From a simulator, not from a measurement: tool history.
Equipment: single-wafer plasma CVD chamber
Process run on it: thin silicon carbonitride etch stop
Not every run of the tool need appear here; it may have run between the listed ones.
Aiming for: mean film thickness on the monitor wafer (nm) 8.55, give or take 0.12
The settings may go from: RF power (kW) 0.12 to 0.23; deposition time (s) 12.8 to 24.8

run	hour	RF power (kW)	deposition time (s)	mean film thickness on the monitor wafer (nm)
1	0	0.175	18.8	10.434
2	4.7	0.175	20.1	11.206
3	6.6	0.19	20.1	11.489
4	14.1	0.19	19.1	10.926
5	17	0.19	20	11.395
6	20.9	0.19	22	12.522
7	24.2	0.17	20.1	11.138
8	27.4	0.16	18.8	10.199
9	31.6	0.15	18.1	9.7583
10	38	0.145	17.5	9.3169
11	41.7	0.145	17.5	9.3093
12	42.8	0.14	17.2	9.0556
13	50.4	0.135	17	8.8909
14	53	0.13	16.9	8.7515

Next run, 5 choices. One meets every target within its allowed miss, the rest don't. Which?
A	55.6	0.135	17	?
B	55.6	0.13	17.7	?
C	55.6	0.135	17.1	?
D	55.6	0.125	17.7	?
E	55.6	0.125	16.7	?

move	mean film thickness on the monitor wafer (nm)
A	8.8653
B	9.1446
C	8.9174
D	9.057
E	8.5453
A: its largest miss is bigger than the last run's
B: its largest miss is bigger than the last run's
C: its largest miss is bigger than the last run's
D: its largest miss is bigger than the last run's
E: every result within its allowed miss
Go with E: it meets all targets.
